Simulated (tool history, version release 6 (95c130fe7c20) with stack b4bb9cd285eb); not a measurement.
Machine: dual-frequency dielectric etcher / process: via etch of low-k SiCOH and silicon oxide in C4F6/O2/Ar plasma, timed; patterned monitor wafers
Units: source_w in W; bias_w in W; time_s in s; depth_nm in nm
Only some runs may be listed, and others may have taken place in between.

run	hour	source_w	bias_w	time_s	depth_nm
1	0.0	330	158	27.0	67.026
2	3.9	330	158	27.0	66.962
3	10.9	330	181	27.0	70.370
4	17.3	330	181	24.5	64.684
5	22.0	320	179	24.5	63.204
6	25.8	340	179	24.5	64.252
7	29.1	330	174	24.5	63.691

For run 8, what comes out?
8	31.8	320	172	24.5	?

{"run 8": {"depth_nm": 62.469}}
